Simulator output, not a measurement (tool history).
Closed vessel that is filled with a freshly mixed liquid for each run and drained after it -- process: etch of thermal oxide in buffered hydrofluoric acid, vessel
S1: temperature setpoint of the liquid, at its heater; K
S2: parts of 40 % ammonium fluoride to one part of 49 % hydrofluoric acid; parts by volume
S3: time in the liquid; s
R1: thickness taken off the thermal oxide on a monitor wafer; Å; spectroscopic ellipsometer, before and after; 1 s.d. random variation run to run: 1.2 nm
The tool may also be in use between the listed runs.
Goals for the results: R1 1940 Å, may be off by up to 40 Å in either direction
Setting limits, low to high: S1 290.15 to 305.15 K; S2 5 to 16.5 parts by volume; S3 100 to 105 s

run,day,S1,S2,S3,R1
1,0,297.15,10,100,1159.4
2,0.221,297.15,8.5,100,1296
3,0.342,299.15,8.5,100,1461.5
4,0.583,300.65,8.5,100,1592
5,0.833,301.65,8.5,100,1662.2
6,1.017,302.65,8.5,100,1756.1
7,1.117,303.15,8.5,100,1808.2
8,1.467,303.65,8.5,100,1842.4

Next run, 5 choices. One meets every target within its allowed miss, the rest don't. Which?
A,1.817,304.15,8,100,?
B,1.817,304.65,9,100,?
C,1.817,304.65,8.5,105,?
D,1.817,301.65,7,100,?
E,1.817,304.65,8.5,100,?

move,R1
A,2040.1
B,1843.1
C,2058.9
D,2066.7
E,1960.9
A: the result that was furthest off in the last run now lies on the other side of its target
B: no better and no worse than the last run
C: the result that was furthest off in the last run now lies on the other side of its target
D: the result that was furthest off in the last run now lies on the other side of its target
E: every result within its allowed miss
The move that meets every target is E.
